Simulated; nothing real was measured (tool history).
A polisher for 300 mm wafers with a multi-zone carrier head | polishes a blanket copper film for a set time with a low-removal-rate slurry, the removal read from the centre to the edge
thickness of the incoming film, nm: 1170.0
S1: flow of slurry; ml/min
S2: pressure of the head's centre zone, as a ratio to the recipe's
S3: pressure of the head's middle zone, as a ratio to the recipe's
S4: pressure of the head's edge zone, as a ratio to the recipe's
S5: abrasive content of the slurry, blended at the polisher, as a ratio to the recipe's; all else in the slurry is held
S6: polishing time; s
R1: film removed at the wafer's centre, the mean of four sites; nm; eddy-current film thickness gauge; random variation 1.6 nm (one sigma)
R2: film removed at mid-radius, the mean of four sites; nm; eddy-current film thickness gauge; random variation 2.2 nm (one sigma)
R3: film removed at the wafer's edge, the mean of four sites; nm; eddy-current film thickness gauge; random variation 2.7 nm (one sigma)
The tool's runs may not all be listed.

| run | day | S1 | S2 | S3 | S4 | S5 | S6 | R1 | R2 | R3 |
|---|---|---|---|---|---|---|---|---|---|---|
| 1 | 0 | 170 | 1 | 1 | 1 | 1 | 66 | 171.19 | 171.9 | 174.33 |
| 2 | 0.025 | 175 | 1.01 | 1.02 | 1.04 | 1.1 | 68 | 183.25 | 184.14 | 189.82 |
| 3 | 0.092 | 175 | 1.01 | 1.07 | 1.04 | 1.1 | 68 | 183.7 | 194.11 | 188.2 |
| 4 | 0.429 | 175 | 1.01 | 1.07 | 1.07 | 1.1 | 68 | 185.12 | 191.36 | 191.06 |
|  | 0.729 | slurry nozzle cleaned |
| 5 | 0.729 | 185 | 1.02 | 1.08 | 1.09 | 1.2 | 69 | 203.9 | 203.53 | 206.14 |
| 6 | 0.925 | 195 | 1.01 | 1.1 | 1.11 | 1.25 | 69 | 206.19 | 212.26 | 214.88 |
| 7 | 0.946 | 210 | 1.01 | 1.11 | 1.13 | 1.3 | 69 | 209.45 | 217.28 | 217.96 |

Forecast run 8:
| 8 | 1.021 | 210 | 1.02 | 1.12 | 1.14 | 1.35 | 70 | ? | ? | ? |

R1: 215.49 nm
R2: 228.43 nm
R3: 227.61 nm

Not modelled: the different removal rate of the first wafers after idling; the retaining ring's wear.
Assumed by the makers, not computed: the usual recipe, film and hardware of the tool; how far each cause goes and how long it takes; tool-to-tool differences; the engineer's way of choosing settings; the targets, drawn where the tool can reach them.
